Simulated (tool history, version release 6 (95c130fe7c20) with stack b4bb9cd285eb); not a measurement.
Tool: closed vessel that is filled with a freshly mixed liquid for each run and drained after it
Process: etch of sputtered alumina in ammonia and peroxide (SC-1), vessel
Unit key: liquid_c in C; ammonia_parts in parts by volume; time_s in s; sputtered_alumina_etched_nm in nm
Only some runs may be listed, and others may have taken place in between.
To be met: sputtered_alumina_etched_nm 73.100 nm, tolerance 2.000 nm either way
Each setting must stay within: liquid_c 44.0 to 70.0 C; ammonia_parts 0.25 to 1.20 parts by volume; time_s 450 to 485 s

run    day  liquid_c  ammonia_parts  time_s  sputtered_alumina_etched_nm
  1  0.000      60.0           0.95     450                       42.081
  2  0.125      60.0           1.15     450                       42.989
  3  0.279      61.5           1.15     450                       46.275
  4  0.396      63.0           1.15     450                       50.058
  5  0.500      63.0           1.15     450                       50.095
     0.567  -- new drum of ammonia solution connected
  6  0.567      63.0           0.95     450                       49.331
  7  0.617      64.0           0.95     450                       51.532
  8  0.683      65.0           0.95     450                       54.713
  9  0.942      66.0           0.95     450                       56.465

Consider the 4 candidate settings below. Which is the only one whose results all fall within their allowed miss of target?
  A  1.200      68.5           1.10     460                            ?
  B  1.200      69.5           1.10     475                            ?
  C  1.200      70.0           0.95     450                            ?
  D  1.200      62.0           1.00     475                            ?

move  sputtered_alumina_etched_nm
   A                       66.859
   B                       72.455
   C                       69.346
   D                       49.588
A: closer than the last run, but not yet in spec
B: every result lands within tolerance
C: closer than the last run, but not yet in spec
D: moves away from the targets compared with the last run
Move B is the one to make.
